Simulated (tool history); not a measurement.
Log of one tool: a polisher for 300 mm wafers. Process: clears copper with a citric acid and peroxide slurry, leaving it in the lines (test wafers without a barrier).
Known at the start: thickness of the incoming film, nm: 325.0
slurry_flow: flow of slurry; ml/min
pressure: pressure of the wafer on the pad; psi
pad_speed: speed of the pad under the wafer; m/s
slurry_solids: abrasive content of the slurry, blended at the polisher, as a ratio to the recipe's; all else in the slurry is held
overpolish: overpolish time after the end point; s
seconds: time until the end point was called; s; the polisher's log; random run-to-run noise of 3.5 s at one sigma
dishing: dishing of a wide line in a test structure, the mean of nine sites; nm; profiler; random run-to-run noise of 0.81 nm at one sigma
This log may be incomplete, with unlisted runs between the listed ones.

run 1 hour=0 | slurry_flow=180 pressure=3.2 pad_speed=0.96 slurry_solids=1 overpolish=21 | seconds=118.03 dishing=36.173
run 2 hour=2.9 | slurry_flow=180 pressure=2.8 pad_speed=0.94 slurry_solids=1 overpolish=23 | seconds=135.44 dishing=35.23
run 3 hour=5.7 | slurry_flow=180 pressure=2.2 pad_speed=0.94 slurry_solids=1 overpolish=23 | seconds=156.64 dishing=29.577
run 4 hour=10.2 | slurry_flow=180 pressure=2.9 pad_speed=0.94 slurry_solids=1 overpolish=23 | seconds=124.18 dishing=36.049
run 5 hour=13.6 | slurry_flow=180 pressure=2.6 pad_speed=0.92 slurry_solids=1 overpolish=25 | seconds=139.1 dishing=33.897
run 6 hour=20.3 | slurry_flow=175 pressure=2.3 pad_speed=0.88 slurry_solids=1 overpolish=28 | seconds=164.53 dishing=33.307

Expected results for the next run?
run 7 hour=24.5 | slurry_flow=170 pressure=2.2 pad_speed=0.88 slurry_solids=1 overpolish=29 | seconds=? dishing=?

Run 7 gave seconds 171.63 s, dishing 34.086 nm.
